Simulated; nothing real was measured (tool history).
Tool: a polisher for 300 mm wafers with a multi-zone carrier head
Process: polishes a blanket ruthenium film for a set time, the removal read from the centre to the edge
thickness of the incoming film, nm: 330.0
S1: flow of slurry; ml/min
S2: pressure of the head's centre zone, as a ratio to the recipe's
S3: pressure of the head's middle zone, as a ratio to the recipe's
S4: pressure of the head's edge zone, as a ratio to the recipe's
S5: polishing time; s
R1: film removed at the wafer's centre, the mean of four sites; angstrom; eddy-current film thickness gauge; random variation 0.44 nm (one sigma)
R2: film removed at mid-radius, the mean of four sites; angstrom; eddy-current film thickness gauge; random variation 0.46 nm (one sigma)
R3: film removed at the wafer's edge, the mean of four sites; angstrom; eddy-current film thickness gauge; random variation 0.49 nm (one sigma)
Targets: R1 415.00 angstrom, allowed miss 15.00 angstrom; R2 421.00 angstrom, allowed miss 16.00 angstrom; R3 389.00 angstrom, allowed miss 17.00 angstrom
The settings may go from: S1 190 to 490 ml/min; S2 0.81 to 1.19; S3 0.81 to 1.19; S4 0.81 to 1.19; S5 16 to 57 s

run  hour   S1    S2    S3    S4  S5      R1      R2      R3
  1   0.0  315  1.00  1.00  1.00  36  247.84  276.28  288.85
  2   0.9  380  1.00  1.00  1.00  36  255.61  281.99  288.61
  3   6.4  380  1.00  1.00  1.00  42  298.17  326.24  344.13
  4   9.7  385  1.02  1.02  1.00  43  310.43  340.31  355.10
  5  16.6  335  1.02  1.02  1.00  43  306.81  334.84  345.99
     21.6  -- centre zone pressure recalibrated
  6  21.6  340  1.04  1.03  1.00  44  363.89  353.93  349.86
  7  27.4  365  1.02  1.13  1.10  46  367.92  398.59  389.64
  8  29.1  365  1.03  1.14  1.10  46  374.94  402.05  376.78
  9  32.1  365  1.05  1.15  1.12  47  383.07  409.41  397.75
 10  33.7  365  1.06  1.15  1.12  47  393.67  409.72  399.37

5 next moves are on the table. One of them brings every result within its allowed miss. Which?
  A  35.3  380  1.12  1.19  1.13  46   ?   ?   ?
  B  35.3  405  1.04  1.00  1.19  47   ?   ?   ?
  C  35.3  405  1.02  1.12  1.13  47   ?   ?   ?
  D  35.3  410  1.10  1.03  1.11  52   ?   ?   ?
  E  35.3  410  1.09  1.16  1.18  48   ?   ?   ?

move      R1      R2      R3
   A  411.08  414.57  395.57
   B  390.83  366.45  417.38
   C  383.58  403.66  405.67
   D  457.97  415.91  445.53
   E  419.25  424.99  423.69
A: meets every target
B: further off than the last run
C: further off than the last run
D: takes the result that was furthest off past its target
E: brings the result that was furthest off to its target, and leaves another outside
Move A is the one to make.

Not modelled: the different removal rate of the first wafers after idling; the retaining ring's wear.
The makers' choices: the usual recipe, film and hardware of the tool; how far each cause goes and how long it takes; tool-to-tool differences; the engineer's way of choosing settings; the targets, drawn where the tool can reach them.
